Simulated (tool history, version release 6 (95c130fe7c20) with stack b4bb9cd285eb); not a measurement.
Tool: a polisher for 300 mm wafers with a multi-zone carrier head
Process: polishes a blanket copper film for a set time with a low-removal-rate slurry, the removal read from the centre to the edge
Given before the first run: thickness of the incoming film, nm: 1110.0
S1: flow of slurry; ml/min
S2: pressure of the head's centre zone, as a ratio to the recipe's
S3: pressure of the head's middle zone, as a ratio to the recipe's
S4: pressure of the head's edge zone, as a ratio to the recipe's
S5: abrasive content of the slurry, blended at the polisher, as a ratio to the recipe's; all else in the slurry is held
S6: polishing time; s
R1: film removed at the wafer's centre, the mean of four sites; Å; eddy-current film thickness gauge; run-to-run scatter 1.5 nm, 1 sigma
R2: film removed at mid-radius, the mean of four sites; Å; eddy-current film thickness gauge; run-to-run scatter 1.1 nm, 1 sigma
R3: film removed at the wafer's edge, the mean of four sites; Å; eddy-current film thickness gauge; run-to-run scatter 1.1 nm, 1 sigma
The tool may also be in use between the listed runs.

run  hour   S1    S2    S3    S4    S5  S6      R1      R2      R3
  1     0  265     1     1     1     1  52  1323.5  1326.3  1359.7
  2   1.4  320     1     1     1     1  52  1384.8  1358.7  1408.8
  3     4  315  1.01     1  0.98  0.95  50  1361.8  1289.6  1294.9
  4  10.2  315  1.01     1  0.98  0.95  39  1019.2  1037.5  1009.1
  5  17.5  345  1.01     1  0.98  0.95  39  1056.3  1034.9    1016
  6  23.5  345  1.01  0.99  0.97   0.9  39  1040.7  1018.1  997.39
  7  29.2  345  1.01  0.98  0.96   0.9  39  1011.3  994.17  986.87
  8  36.5  345  1.02  0.97  0.95   0.9  39  1041.6  987.72  973.51
  9  37.4  345  1.02  0.96  0.94   0.9  39    1072  982.61  991.25
 10  39.9  345  1.02  0.96  0.93  0.85  39  1025.8  957.96  966.55
 11  44.4  345  1.03  0.96  0.92  0.85  39    1010  964.01  967.08

Run 12 has not been measured yet. What should we expect?
 12  49.8  350  1.05  0.96  0.92  0.85  38   ?   ?   ?

Run 12 yielded R1 1039.3 Å, R2 957.15 Å, R3 948.73 Å.

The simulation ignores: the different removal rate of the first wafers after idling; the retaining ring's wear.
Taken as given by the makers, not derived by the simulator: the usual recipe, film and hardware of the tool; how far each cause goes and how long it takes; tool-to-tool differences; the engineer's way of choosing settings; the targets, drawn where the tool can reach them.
